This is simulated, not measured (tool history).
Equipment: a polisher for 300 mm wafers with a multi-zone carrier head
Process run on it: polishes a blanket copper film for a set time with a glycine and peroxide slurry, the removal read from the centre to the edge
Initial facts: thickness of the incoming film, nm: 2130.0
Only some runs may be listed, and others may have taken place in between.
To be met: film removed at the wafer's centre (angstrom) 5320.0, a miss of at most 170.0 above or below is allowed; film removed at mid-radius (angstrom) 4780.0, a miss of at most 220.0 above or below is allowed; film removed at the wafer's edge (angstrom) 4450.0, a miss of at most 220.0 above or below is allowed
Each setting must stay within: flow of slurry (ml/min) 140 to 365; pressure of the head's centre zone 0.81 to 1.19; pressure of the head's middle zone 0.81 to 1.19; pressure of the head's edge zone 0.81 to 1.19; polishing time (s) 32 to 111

| run | day | flow of slurry (ml/min) | pressure of the head's centre zone | pressure of the head's middle zone | pressure of the head's edge zone | polishing time (s) | film removed at the wafer's centre (angstrom) | film removed at mid-radius (angstrom) | film removed at the wafer's edge (angstrom) |
|---|---|---|---|---|---|---|---|---|---|
| 1 | 0.000 | 235 | 1.00 | 1.00 | 1.00 | 71 | 3229.0 | 3161.0 | 3120.2 |
| 2 | 0.308 | 235 | 1.00 | 1.00 | 1.05 | 71 | 3197.8 | 3214.1 | 3263.9 |
| 3 | 0.554 | 235 | 1.00 | 1.00 | 1.12 | 71 | 3199.6 | 3168.9 | 3301.9 |
| 4 | 0.871 | 235 | 1.00 | 0.94 | 1.12 | 71 | 3179.4 | 3017.6 | 3356.5 |
| 5 | 1.162 | 180 | 1.00 | 0.94 | 1.12 | 71 | 3058.4 | 2954.9 | 3160.5 |
| 6 | 1.262 | 180 | 1.00 | 0.99 | 1.12 | 71 | 3064.0 | 3050.6 | 3256.0 |
| 7 | 1.608 | 195 | 1.03 | 1.02 | 1.11 | 74 | 3379.1 | 3222.0 | 3368.7 |
| 8 | 1.800 | 205 | 1.04 | 1.05 | 1.10 | 77 | 3529.3 | 3599.8 | 3474.2 |
| 9 | 2.112 | 215 | 1.07 | 1.05 | 1.11 | 80 | 3820.6 | 3626.0 | 3750.1 |
| 10 | 2.238 | 225 | 1.09 | 1.07 | 1.09 | 82 | 4004.1 | 3797.6 | 3694.7 |
| 11 | 2.267 | 230 | 1.11 | 1.08 | 1.09 | 84 | 4223.6 | 3926.2 | 3759.8 |

Which single option among these 4 for the next run brings every result within its allowed miss of target? Just one does.
| A | 2.296 | 220 | 1.08 | 1.06 | 1.07 | 67 | ? | ? | ? |
| B | 2.296 | 200 | 0.81 | 0.89 | 1.19 | 89 | ? | ? | ? |
| C | 2.296 | 265 | 1.18 | 1.11 | 1.05 | 98 | ? | ? | ? |
| D | 2.296 | 215 | 1.00 | 1.16 | 1.04 | 70 | ? | ? | ? |

| move | film removed at the wafer's centre (angstrom) | film removed at mid-radius (angstrom) | film removed at the wafer's edge (angstrom) |
|---|---|---|---|
| A | 3217.5 | 3100.6 | 2978.1 |
| B | 3157.3 | 3699.9 | 4090.7 |
| C | 5256.8 | 4747.2 | 4387.2 |
| D | 3103.5 | 3409.9 | 3071.1 |
A: moves away from the targets compared with the last run
B: moves away from the targets compared with the last run
C: all results in spec
D: moves away from the targets compared with the last run
So the answer is move C, the one that meets all the targets.
